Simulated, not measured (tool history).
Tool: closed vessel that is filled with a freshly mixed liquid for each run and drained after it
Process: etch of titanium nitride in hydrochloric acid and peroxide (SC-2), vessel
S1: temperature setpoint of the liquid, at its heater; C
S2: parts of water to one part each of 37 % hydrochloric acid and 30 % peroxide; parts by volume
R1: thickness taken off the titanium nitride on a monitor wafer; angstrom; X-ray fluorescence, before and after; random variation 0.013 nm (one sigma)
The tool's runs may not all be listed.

{"run": 1, "hour": 0.0, "S1": 58.0, "S2": 5.0, "time in the liquid (s)": 40, "R1": 33.854}
{"run": 2, "hour": 8.0, "S1": 56.5, "S2": 5.0, "time in the liquid (s)": 40, "R1": 30.964}
{"run": 3, "hour": 10.7, "S1": 56.5, "S2": 4.5, "time in the liquid (s)": 40, "R1": 33.313}
{"run": 4, "hour": 14.5, "S1": 59.0, "S2": 4.5, "time in the liquid (s)": 40, "R1": 38.86}
{"run": 5, "hour": 20.2, "S1": 59.0, "S2": 4.5, "time in the liquid (s)": 30, "R1": 29.546}
{"run": 6, "hour": 22.1, "S1": 59.0, "S2": 4.5, "time in the liquid (s)": 40, "R1": 39.212}
{"run": 7, "hour": 24.9, "S1": 56.5, "S2": 4.5, "time in the liquid (s)": 40, "R1": 33.589}
{"run": 8, "hour": 28.9, "S1": 54.5, "S2": 4.5, "time in the liquid (s)": 40, "R1": 29.55}
{"run": 9, "hour": 31.1, "S1": 53.0, "S2": 4.5, "time in the liquid (s)": 40, "R1": 26.587}
{"run": 10, "hour": 37.8, "S1": 52.0, "S2": 4.5, "time in the liquid (s)": 40, "R1": 24.842}
{"run": 11, "hour": 38.8, "S1": 51.5, "S2": 4.5, "time in the liquid (s)": 40, "R1": 24.18}

The next listed run, before its measurement:
{"run": 12, "hour": 47.6, "S1": 51.0, "S2": 4.5, "time in the liquid (s)": 40, "R1": "?"}

{"run 12": {"R1": 23.234}}

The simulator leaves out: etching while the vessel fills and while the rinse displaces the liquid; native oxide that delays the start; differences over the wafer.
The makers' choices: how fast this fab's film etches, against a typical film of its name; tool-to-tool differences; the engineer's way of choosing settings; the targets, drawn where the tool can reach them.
